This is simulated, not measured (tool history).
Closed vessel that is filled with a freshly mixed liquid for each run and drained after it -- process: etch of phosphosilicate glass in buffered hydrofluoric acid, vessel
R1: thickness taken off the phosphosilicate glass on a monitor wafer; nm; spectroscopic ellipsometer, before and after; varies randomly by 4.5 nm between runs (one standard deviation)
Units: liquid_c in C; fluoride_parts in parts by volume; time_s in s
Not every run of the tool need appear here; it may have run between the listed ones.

{"run": 1, "day": 0.0, "liquid_c": 24.0, "fluoride_parts": 10.5, "time_s": 105, "R1": 864.47}
{"run": 2, "day": 0.079, "liquid_c": 24.0, "fluoride_parts": 10.5, "time_s": 105, "R1": 868.61}
{"run": 3, "day": 0.167, "liquid_c": 23.0, "fluoride_parts": 10.5, "time_s": 105, "R1": 812.82}
{"run": 4, "day": 0.454, "liquid_c": 23.0, "fluoride_parts": 8.5, "time_s": 105, "R1": 993.08}
{"run": 5, "day": 0.771, "liquid_c": 21.5, "fluoride_parts": 8.5, "time_s": 105, "R1": 902.41}
{"run": 6, "day": 0.929, "liquid_c": 20.5, "fluoride_parts": 8.5, "time_s": 105, "R1": 862.89}

What does the tool deliver on the next run?
{"run": 7, "day": 1.142, "liquid_c": 20.0, "fluoride_parts": 8.5, "time_s": 105, "R1": "?"}

R1: 824.88 nm
